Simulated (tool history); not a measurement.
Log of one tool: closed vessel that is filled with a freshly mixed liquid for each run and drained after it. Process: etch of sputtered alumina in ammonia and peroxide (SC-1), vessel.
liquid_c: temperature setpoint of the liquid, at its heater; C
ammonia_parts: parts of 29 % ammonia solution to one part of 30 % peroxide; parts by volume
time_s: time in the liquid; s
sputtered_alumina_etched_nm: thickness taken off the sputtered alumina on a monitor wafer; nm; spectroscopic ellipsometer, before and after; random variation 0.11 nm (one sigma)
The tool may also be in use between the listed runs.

run	hour	liquid_c	ammonia_parts	time_s	sputtered_alumina_etched_nm
1	0	59	0.55	90	8.8839
2	1.2	59	0.55	90	8.9054
3	8.9	60	0.55	90	9.1315
4	13.8	61	0.55	90	9.7862
5	20.8	62	0.55	90	10.258
6	23.4	62	0.55	90	10.248
7	26.2	62	0.55	90	10.278
8	33.2	62.5	0.55	90	10.557
9	38.4	62.5	0.55	90	10.517
10	43.9	63	0.55	90	10.871

The next listed run, before its measurement:
11	45.4	63.5	0.55	90	?

{"run 11": {"sputtered_alumina_etched_nm": 11.187}}
